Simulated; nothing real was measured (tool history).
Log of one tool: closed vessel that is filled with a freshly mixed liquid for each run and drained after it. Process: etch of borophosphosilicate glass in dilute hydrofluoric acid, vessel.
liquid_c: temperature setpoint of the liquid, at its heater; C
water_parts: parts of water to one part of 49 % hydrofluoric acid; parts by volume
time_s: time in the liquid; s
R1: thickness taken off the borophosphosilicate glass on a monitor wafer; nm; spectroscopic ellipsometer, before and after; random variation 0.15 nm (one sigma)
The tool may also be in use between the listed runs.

{"run": 1, "hour": 0.0, "liquid_c": 26, "water_parts": 80, "time_s": 30, "R1": 16.56}
{"run": 2, "hour": 7.7, "liquid_c": 26, "water_parts": 80, "time_s": 30, "R1": 16.733}
{"run": 3, "hour": 9.5, "liquid_c": 26, "water_parts": 105, "time_s": 30, "R1": 12.318}
{"run": 4, "hour": 14.0, "liquid_c": 27.5, "water_parts": 90, "time_s": 30, "R1": 15.529}
{"run": 5, "hour": 18.5, "liquid_c": 28.5, "water_parts": 80, "time_s": 30, "R1": 18.409}
{"run": 6, "hour": 19.4, "liquid_c": 30.5, "water_parts": 80, "time_s": 30, "R1": 19.725}
{"run": 7, "hour": 25.2, "liquid_c": 31, "water_parts": 70, "time_s": 30, "R1": 23.372}
{"run": 8, "hour": 34.1, "liquid_c": 31.5, "water_parts": 65, "time_s": 30, "R1": 26.034}
{"run": 9, "hour": 38.8, "liquid_c": 32, "water_parts": 60, "time_s": 30, "R1": 28.932}

Run 10 comes next. What will it give?
{"run": 10, "hour": 45.4, "liquid_c": 34, "water_parts": 35, "time_s": 30, "R1": "?"}

R1: 55.988 nm
